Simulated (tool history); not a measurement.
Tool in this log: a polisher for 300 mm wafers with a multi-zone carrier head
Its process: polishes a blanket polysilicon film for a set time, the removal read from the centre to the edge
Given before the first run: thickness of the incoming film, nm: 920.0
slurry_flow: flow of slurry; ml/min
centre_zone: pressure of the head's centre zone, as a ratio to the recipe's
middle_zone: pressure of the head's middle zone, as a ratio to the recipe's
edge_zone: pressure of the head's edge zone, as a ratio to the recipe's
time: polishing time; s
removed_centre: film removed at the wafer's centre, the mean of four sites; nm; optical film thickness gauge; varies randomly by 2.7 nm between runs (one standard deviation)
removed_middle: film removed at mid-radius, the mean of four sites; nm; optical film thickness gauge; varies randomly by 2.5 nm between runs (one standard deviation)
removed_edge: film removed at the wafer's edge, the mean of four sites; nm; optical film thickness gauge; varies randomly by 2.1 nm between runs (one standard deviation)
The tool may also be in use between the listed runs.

run  hour  slurry_flow  centre_zone  middle_zone  edge_zone  time  removed_centre  removed_middle  removed_edge
  1   0.0          190         1.00         1.00       1.00    39          302.10          275.67        277.34
  2   1.5          200         0.94         0.97       1.06    40          293.57          272.88        294.00
  3   5.5          200         0.94         0.97       1.06    34          248.86          237.39        250.10
  4  13.8          175         0.94         0.97       1.06    34          243.81          231.24        249.19
  5  19.5          175         0.94         0.97       1.06    38          277.52          255.98        280.21
     21.4  -- centre zone pressure recalibrated
  6  21.4          175         0.94         0.97       1.10    38          245.39          257.01        283.48
  7  26.2          185         0.94         0.95       1.12    40          258.23          271.37        299.80
  8  34.4          180         0.92         0.93       1.12    41          263.81          271.51        308.51

What does the tool deliver on the next run?
  9  41.1          180         0.92         0.91       1.13    42               ?               ?             ?

{"run 9": {"removed_centre": 266.35, "removed_middle": 269.94, "removed_edge": 317.44}}
